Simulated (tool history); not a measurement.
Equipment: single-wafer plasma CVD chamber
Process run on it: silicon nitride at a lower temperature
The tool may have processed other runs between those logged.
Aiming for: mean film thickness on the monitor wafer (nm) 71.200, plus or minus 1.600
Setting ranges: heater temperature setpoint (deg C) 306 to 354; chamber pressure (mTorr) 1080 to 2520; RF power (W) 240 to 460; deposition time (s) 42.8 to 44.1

run,hour,heater temperature setpoint (deg C),chamber pressure (mTorr),RF power (W),deposition time (s),mean film thickness on the monitor wafer (nm)
1,0.0,330,1800,350,42.8,57.250
2,4.8,330,1800,350,44.1,59.001
3,11.8,330,1800,350,44.1,59.325
4,14.4,325,1800,350,44.1,58.921
# hour 21.7: thermocouple changed; heater temperature recalibrated
5,21.7,325,1800,350,44.1,58.854
6,24.4,325,1800,350,44.1,58.977
7,30.7,325,1920,365,44.1,61.902
8,37.6,325,2020,375,44.1,64.245
9,41.9,325,2100,380,44.1,65.838

Pick the move, out of 5, that brings all results within their allowed miss; only one does.
A,46.2,322,1960,370,43.7,?
B,46.2,329,1920,370,44.1,?
C,46.2,318,2100,420,44.1,?
D,46.2,320,2280,435,44.1,?
E,46.2,319,1850,365,42.8,?

move,mean film thickness on the monitor wafer (nm)
A,62.350
B,62.435
C,70.278
D,73.532
E,59.538
A: misses by more than the last run did
B: misses by more than the last run did
C: every result within its allowed miss
D: moves the result that the last run missed by most past its target, out the other side
E: misses by more than the last run did
Correct choice: C, which meets every target
